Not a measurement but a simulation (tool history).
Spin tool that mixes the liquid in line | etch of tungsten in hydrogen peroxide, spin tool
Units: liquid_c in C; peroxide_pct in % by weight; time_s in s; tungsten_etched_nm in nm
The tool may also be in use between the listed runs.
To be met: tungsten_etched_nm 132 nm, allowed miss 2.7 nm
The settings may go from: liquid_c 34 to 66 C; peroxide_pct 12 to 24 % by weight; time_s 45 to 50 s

| run | day | liquid_c | peroxide_pct | time_s | tungsten_etched_nm |
|---|---|---|---|---|---|
| 1 | 0 | 50 | 16 | 45 | 73.299 |
| 2 | 0.071 | 51.5 | 16 | 45 | 80.127 |
| 3 | 0.267 | 51.5 | 15 | 45 | 77.893 |
| 4 | 0.521 | 51.5 | 15 | 50 | 86.352 |
| 5 | 0.8 | 52.5 | 15 | 50 | 91.516 |
| 6 | 0.854 | 53.5 | 15 | 50 | 97.817 |
| 7 | 1.004 | 54.5 | 15 | 50 | 103.08 |
| 8 | 1.362 | 55.5 | 15 | 50 | 110.52 |
| 9 | 1.696 | 56 | 15 | 50 | 113.11 |

5 next moves are on the table. One of them brings every result within its allowed miss. Which?
| A | 2.029 | 55.5 | 14 | 45 | ? |
| B | 2.029 | 57.5 | 17 | 50 | ? |
| C | 2.029 | 57 | 17 | 50 | ? |
| D | 2.029 | 55.5 | 12.5 | 50 | ? |
| E | 2.029 | 53.5 | 24 | 50 | ? |

| move | tungsten_etched_nm |
|---|---|
| A | 96.026 |
| B | 132.23 |
| C | 128.42 |
| D | 100.82 |
| E | 124.04 |
A: further off than the last run
B: meets every target
C: nearer than the last run, and not there yet
D: further off than the last run
E: nearer than the last run, and not there yet
Answer: B
